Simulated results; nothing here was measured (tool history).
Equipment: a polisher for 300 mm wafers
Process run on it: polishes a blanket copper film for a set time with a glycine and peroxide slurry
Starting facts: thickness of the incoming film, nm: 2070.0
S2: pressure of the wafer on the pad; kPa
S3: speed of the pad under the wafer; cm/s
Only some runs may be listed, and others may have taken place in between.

run 1 hour=0.0 | flow_of_slurry_(ml/min)=275 S2=13.8 S3=100 polishing_time_(s)=97 | film_removed_(angstrom)=4624.6
run 2 hour=0.7 | flow_of_slurry_(ml/min)=275 S2=13.8 S3=100 polishing_time_(s)=102 | film_removed_(angstrom)=4812.8
run 3 hour=8.8 | flow_of_slurry_(ml/min)=275 S2=13.8 S3=114 polishing_time_(s)=102 | film_removed_(angstrom)=5308.1
run 4 hour=17.6 | flow_of_slurry_(ml/min)=275 S2=13.8 S3=114 polishing_time_(s)=102 | film_removed_(angstrom)=5394.6
run 5 hour=23.8 | flow_of_slurry_(ml/min)=275 S2=11.0 S3=114 polishing_time_(s)=102 | film_removed_(angstrom)=4635.7
run 6 hour=32.4 | flow_of_slurry_(ml/min)=275 S2=11.0 S3=114 polishing_time_(s)=97 | film_removed_(angstrom)=4394.0

The next listed run, before its measurement:
run 7 hour=33.3 | flow_of_slurry_(ml/min)=275 S2=10.3 S3=114 polishing_time_(s)=97 | film_removed_(angstrom)=?

film removed (angstrom): 4338.3
